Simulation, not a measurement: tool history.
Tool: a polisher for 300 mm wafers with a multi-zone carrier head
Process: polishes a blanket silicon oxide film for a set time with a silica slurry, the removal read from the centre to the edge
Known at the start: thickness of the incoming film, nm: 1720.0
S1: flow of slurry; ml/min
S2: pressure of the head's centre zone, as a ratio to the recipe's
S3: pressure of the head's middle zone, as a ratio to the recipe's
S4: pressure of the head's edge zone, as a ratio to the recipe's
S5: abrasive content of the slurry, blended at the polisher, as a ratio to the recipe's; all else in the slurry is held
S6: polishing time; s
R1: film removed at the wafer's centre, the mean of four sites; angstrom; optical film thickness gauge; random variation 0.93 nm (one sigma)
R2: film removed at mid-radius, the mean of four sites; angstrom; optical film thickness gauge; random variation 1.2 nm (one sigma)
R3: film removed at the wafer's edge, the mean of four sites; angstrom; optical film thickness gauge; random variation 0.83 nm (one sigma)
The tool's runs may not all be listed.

| run | day | S1 | S2 | S3 | S4 | S5 | S6 | R1 | R2 | R3 |
|---|---|---|---|---|---|---|---|---|---|---|
| 1 | 0.000 | 175 | 1.00 | 1.00 | 1.00 | 1.00 | 61 | 1139.50 | 1138.50 | 1112.00 |
| 2 | 0.354 | 175 | 1.00 | 1.00 | 1.00 | 1.00 | 51 | 937.71 | 956.97 | 944.81 |
| 3 | 0.671 | 175 | 1.00 | 1.00 | 1.00 | 1.00 | 57 | 1089.00 | 1042.90 | 1052.40 |
| 4 | 0.838 | 170 | 0.98 | 1.01 | 0.98 | 0.95 | 57 | 1013.90 | 1002.60 | 1022.90 |
| 5 | 1.162 | 170 | 0.98 | 1.01 | 1.06 | 0.95 | 57 | 988.75 | 1041.50 | 1031.60 |
| 6 | 1.438 | 175 | 0.98 | 1.03 | 1.06 | 0.90 | 57 | 987.46 | 995.48 | 998.82 |
| 7 | 1.750 | 175 | 0.97 | 1.05 | 1.07 | 0.90 | 56 | 967.00 | 1022.00 | 1015.60 |
| 8 | 1.967 | 175 | 0.97 | 1.07 | 1.08 | 0.85 | 55 | 908.06 | 982.82 | 947.30 |
|  | 2.133 | slurry nozzle cleaned |
| 9 | 2.133 | 170 | 0.96 | 1.08 | 1.08 | 0.85 | 55 | 928.45 | 1012.20 | 1003.40 |
| 10 | 2.317 | 180 | 0.95 | 1.09 | 1.09 | 0.80 | 54 | 910.84 | 1002.40 | 950.99 |
| 11 | 2.388 | 180 | 0.94 | 1.10 | 1.09 | 0.75 | 54 | 843.33 | 961.38 | 899.66 |

Run 12 comes next. What will it give?
| 12 | 2.558 | 180 | 0.93 | 1.10 | 1.08 | 0.75 | 54 | ? | ? | ? |

{"run 12": {"R1": 828.3, "R2": 954.56, "R3": 901.3}}
